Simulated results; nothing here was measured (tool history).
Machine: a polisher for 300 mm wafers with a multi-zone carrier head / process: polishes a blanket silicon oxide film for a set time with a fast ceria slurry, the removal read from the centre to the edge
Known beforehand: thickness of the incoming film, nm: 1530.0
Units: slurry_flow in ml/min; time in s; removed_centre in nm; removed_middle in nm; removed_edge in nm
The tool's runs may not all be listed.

| run | hour | slurry_flow | centre_zone | middle_zone | edge_zone | time | removed_centre | removed_middle | removed_edge |
|---|---|---|---|---|---|---|---|---|---|
| 1 | 0.0 | 240 | 1.00 | 1.00 | 1.00 | 35 | 588.82 | 610.50 | 597.41 |
| 2 | 8.9 | 190 | 1.00 | 1.00 | 1.00 | 35 | 563.47 | 588.20 | 579.53 |
| 3 | 17.4 | 185 | 0.99 | 0.97 | 0.99 | 34 | 551.12 | 553.19 | 561.17 |
| 4 | 21.7 | 180 | 0.97 | 0.95 | 0.98 | 33 | 521.70 | 527.37 | 546.22 |
| 5 | 27.6 | 180 | 0.97 | 0.95 | 0.91 | 33 | 523.36 | 513.36 | 533.27 |
| 6 | 34.6 | 180 | 0.96 | 0.94 | 0.90 | 32 | 493.36 | 499.55 | 513.77 |
| 7 | 36.5 | 175 | 0.95 | 0.93 | 0.89 | 31 | 473.59 | 479.02 | 491.33 |
| 8 | 44.4 | 175 | 0.94 | 0.91 | 0.88 | 31 | 473.67 | 464.87 | 496.70 |
| 9 | 52.5 | 175 | 0.90 | 0.88 | 0.84 | 26 | 378.70 | 387.99 | 407.41 |

Run 10, settings as shown, results not yet in. Your forecast:
| 10 | 61.0 | 180 | 0.91 | 0.88 | 0.86 | 26 | ? | ? | ? |

{"run 10": {"removed_centre": 383.38, "removed_middle": 385.72, "removed_edge": 406.56}}

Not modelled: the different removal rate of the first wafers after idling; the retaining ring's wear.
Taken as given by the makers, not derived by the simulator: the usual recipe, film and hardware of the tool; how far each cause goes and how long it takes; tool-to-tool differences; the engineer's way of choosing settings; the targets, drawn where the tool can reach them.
